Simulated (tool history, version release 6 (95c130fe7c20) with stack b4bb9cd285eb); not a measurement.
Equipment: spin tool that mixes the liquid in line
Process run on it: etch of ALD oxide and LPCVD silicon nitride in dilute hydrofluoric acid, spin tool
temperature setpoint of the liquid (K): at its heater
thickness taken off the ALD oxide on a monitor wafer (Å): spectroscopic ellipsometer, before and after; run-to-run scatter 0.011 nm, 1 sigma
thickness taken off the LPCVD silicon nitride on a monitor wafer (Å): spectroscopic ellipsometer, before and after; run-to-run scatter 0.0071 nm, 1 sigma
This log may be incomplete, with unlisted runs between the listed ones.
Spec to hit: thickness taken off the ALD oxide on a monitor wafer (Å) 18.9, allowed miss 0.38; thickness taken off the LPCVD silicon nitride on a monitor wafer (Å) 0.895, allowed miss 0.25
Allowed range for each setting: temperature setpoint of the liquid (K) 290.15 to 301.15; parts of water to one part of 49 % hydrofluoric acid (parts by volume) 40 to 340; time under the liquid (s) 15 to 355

run  hour  temperature setpoint of the liquid (K)  parts of water to one part of 49 % hydrofluoric acid (parts by volume)  time under the liquid (s)  thickness taken off the ALD oxide on a monitor wafer (Å)  thickness taken off the LPCVD silicon nitride on a monitor wafer (Å)
  1     0                                  293.15                                                                     190                        180                                                    67.121                                                                 3.384
  2   6.3                                  292.65                                                                     215                        175                                                    55.265                                                                2.7615
  3  12.7                                  292.15                                                                     240                        170                                                    45.573                                                                1.8352
  4  13.9                                  292.15                                                                     270                        170                                                    39.856                                                                1.9562
  5    16                                  295.65                                                                     270                        170                                                     44.99                                                                2.8867
  6  17.6                                  294.65                                                                     285                        160                                                    38.061                                                                2.1531
  7  25.2                                  291.15                                                                     340                        100                                                    16.922                                                               0.86317
  8  27.7                                  291.65                                                                     335                        100                                                     17.67                                                                1.0986
  9  30.3                                  291.65                                                                     330                        100                                                    17.871                                                               0.99627

Exactly one of the 4 candidate moves below puts every result within its allowed miss. Which one?
  A  32.9                                  291.65                                                                     320                         95                                                         ?                                                                     ?
  B  32.9                                  290.15                                                                     340                        110                                                         ?                                                                     ?
  C  32.9                                  290.15                                                                     325                        110                                                         ?                                                                     ?
  D  32.9                                  297.15                                                                     340                         85                                                         ?                                                                     ?

move  thickness taken off the ALD oxide on a monitor wafer (Å)  thickness taken off the LPCVD silicon nitride on a monitor wafer (Å)
   A                                                    17.721                                                               0.99469
   B                                                    17.969                                                               0.98707
   C                                                    19.029                                                                1.0302
   D                                                    17.806                                                                1.1809
A: moves away from the targets compared with the last run
B: gains on the last run, yet a result remains outside its allowed miss
C: all results in spec
D: moves away from the targets compared with the last run
So the answer is move C, the one that meets all the targets.
